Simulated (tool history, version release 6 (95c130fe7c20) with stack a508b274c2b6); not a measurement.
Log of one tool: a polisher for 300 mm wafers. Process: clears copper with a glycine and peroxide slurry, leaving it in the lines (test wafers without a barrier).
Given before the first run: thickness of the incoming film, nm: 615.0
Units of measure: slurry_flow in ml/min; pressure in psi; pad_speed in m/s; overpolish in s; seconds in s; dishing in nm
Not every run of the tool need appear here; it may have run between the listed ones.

run  hour  slurry_flow  pressure  pad_speed  overpolish  seconds  dishing
  1   0.0          200       2.5       1.06           8   99.057  30.9390
  2   4.2          200       2.5       1.06          10   98.705  37.9410
  3  12.8          200       2.5       0.94          10  108.830  36.2770
  4  14.7          180       2.2       1.04           8  109.700  27.6610
  5  20.3          180       2.5       1.04           8   99.858  31.2180
  6  26.1          210       2.2       1.10           7  108.130  26.5990
  7  33.3          155       1.5       1.18           3  139.970   9.5682
  8  36.9          145       1.4       1.30           3  140.900   9.3540
  9  41.7          140       1.4       1.38           3  136.710   9.7366
 10  46.9          135       1.4       1.44           3  134.860  10.0320

Predict the results of run 11:
 11  51.5          130       1.4       1.50           3        ?        ?

seconds: 127.340 s
dishing: 10.2620 nm
